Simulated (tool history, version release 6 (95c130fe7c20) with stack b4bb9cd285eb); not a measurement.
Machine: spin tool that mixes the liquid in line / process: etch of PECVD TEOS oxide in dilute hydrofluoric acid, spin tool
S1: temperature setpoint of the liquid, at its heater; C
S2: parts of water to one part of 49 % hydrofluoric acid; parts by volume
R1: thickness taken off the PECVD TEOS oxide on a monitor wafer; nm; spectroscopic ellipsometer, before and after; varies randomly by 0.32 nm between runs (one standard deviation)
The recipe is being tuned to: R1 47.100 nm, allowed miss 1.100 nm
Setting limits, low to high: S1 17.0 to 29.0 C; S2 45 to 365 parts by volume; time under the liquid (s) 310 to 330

{"run": 1, "hour": 0.0, "S1": 21.0, "S2": 205, "time under the liquid (s)": 310, "R1": 15.022}
{"run": 2, "hour": 6.4, "S1": 17.5, "S2": 205, "time under the liquid (s)": 310, "R1": 13.153}
{"run": 3, "hour": 11.2, "S1": 19.5, "S2": 180, "time under the liquid (s)": 310, "R1": 16.378}
{"run": 4, "hour": 13.0, "S1": 21.0, "S2": 160, "time under the liquid (s)": 310, "R1": 20.103}
{"run": 5, "hour": 16.5, "S1": 21.0, "S2": 160, "time under the liquid (s)": 330, "R1": 21.49}
{"run": 6, "hour": 23.3, "S1": 21.0, "S2": 160, "time under the liquid (s)": 330, "R1": 21.338}
{"run": 7, "hour": 25.8, "S1": 22.5, "S2": 145, "time under the liquid (s)": 330, "R1": 25.727}
{"run": 8, "hour": 32.9, "S1": 23.5, "S2": 135, "time under the liquid (s)": 330, "R1": 28.689}
{"run": 9, "hour": 37.0, "S1": 27.5, "S2": 80, "time under the liquid (s)": 330, "R1": 60.724}
{"run": 10, "hour": 42.7, "S1": 27.0, "S2": 80, "time under the liquid (s)": 330, "R1": 59.982}

5 next moves are on the table. One of them brings every result within its allowed miss. Which?
{"run": "A", "hour": 48.4, "S1": 28.0, "S2": 90, "time under the liquid (s)": 320, "R1": "?"}
{"run": "B", "hour": 48.4, "S1": 24.5, "S2": 90, "time under the liquid (s)": 330, "R1": "?"}
{"run": "C", "hour": 48.4, "S1": 29.0, "S2": 90, "time under the liquid (s)": 310, "R1": "?"}
{"run": "D", "hour": 48.4, "S1": 26.0, "S2": 100, "time under the liquid (s)": 330, "R1": "?"}
{"run": "E", "hour": 48.4, "S1": 27.5, "S2": 105, "time under the liquid (s)": 310, "R1": "?"}

move=A R1=52.555
move=B R1=47.262
move=C R1=52.903
move=D R1=44.549
move=E R1=41.954
A: nearer than the last run, and not there yet
B: in spec on every target
C: nearer than the last run, and not there yet
D: takes the biggest miss from the last run beyond its target
E: takes the biggest miss from the last run beyond its target
B meets every target.
